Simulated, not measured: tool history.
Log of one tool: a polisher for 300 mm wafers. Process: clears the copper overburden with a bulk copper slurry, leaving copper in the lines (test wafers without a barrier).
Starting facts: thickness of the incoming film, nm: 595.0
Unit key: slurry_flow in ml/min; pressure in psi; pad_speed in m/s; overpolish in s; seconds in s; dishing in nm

run,hour,slurry_flow,pressure,pad_speed,slurry_solids,overpolish,seconds,dishing
1,0.0,175,1.9,1.14,1.0,25,97.50,51.359
2,1.2,175,1.6,1.16,1.0,20,113.89,44.375
3,5.3,175,1.6,1.16,1.0,13,112.46,35.920
4,7.6,175,1.5,1.16,1.0,13,121.03,35.851
5,10.8,175,1.8,1.16,1.0,13,100.61,38.792
6,11.5,175,1.6,1.16,1.0,13,111.37,36.183
7,15.3,175,1.5,1.16,1.0,14,121.23,37.460
8,22.6,175,1.1,1.14,1.0,8,162.30,19.897
9,31.4,170,1.2,1.10,1.0,11,161.48,26.164
10,34.4,170,1.2,1.10,1.0,11,151.94,26.066
11,41.0,170,1.2,1.08,1.0,13,158.95,28.634
12,43.2,165,1.2,1.08,1.0,13,158.29,28.971
13,45.4,160,1.2,1.08,1.0,13,158.74,28.153

Estimate the outcome of run 14 from the log above:
14,50.5,160,1.2,1.06,1.0,14,?,?

Run 14 produced seconds 158.01 s, dishing 28.701 nm.
